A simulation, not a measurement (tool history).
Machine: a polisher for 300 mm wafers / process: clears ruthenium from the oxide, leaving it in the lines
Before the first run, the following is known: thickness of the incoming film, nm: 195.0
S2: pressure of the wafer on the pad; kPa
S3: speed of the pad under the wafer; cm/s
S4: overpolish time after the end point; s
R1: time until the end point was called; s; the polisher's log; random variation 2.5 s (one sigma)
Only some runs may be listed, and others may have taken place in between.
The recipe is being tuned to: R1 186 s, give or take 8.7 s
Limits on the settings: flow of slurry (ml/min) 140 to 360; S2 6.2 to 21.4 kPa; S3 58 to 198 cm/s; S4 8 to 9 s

Run 1, hour 0: flow of slurry (ml/min) 230, S2 13.8 kPa, S3 128 cm/s, S4 9 s. Result: R1 122.1 s.
Run 2, hour 5.6: flow of slurry (ml/min) 255, S2 13.8 kPa, S3 128 cm/s, S4 9 s. Result: R1 122.35 s.
Run 3, hour 14.1: flow of slurry (ml/min) 255, S2 13.8 kPa, S3 128 cm/s, S4 8 s. Result: R1 118.86 s.
Run 4, hour 15.4: flow of slurry (ml/min) 255, S2 13.1 kPa, S3 128 cm/s, S4 8 s. Result: R1 123.27 s.
Run 5, hour 17.9: flow of slurry (ml/min) 310, S2 13.1 kPa, S3 128 cm/s, S4 8 s. Result: R1 125.24 s.
Run 6, hour 22.1: flow of slurry (ml/min) 310, S2 13.1 kPa, S3 110 cm/s, S4 8 s. Result: R1 143.7 s.
Run 7, hour 28.9: flow of slurry (ml/min) 310, S2 12.4 kPa, S3 110 cm/s, S4 8 s. Result: R1 151.7 s.
Run 8, hour 33.6: flow of slurry (ml/min) 310, S2 11 kPa, S3 108 cm/s, S4 8 s. Result: R1 173.98 s.

Consider the 4 candidate settings below. Which is the only one whose results all fall within their allowed miss of target?
Run A, hour 38.3: flow of slurry (ml/min) 335, S2 11.7 kPa, S3 94 cm/s, S4 8 s. Result: R1 ?.
Run B, hour 38.3: flow of slurry (ml/min) 290, S2 11 kPa, S3 110 cm/s, S4 8 s. Result: R1 ?.
Run C, hour 38.3: flow of slurry (ml/min) 285, S2 11 kPa, S3 112 cm/s, S4 8 s. Result: R1 ?.
Run D, hour 38.3: flow of slurry (ml/min) 330, S2 11 kPa, S3 112 cm/s, S4 8 s. Result: R1 ?.

move      R1
   A   183.4
   B  169.32
   C  166.68
   D  164.46
A: every result lands within tolerance
B: further off than the last run
C: further off than the last run
D: further off than the last run
A is the move that brings every result within its allowed miss.
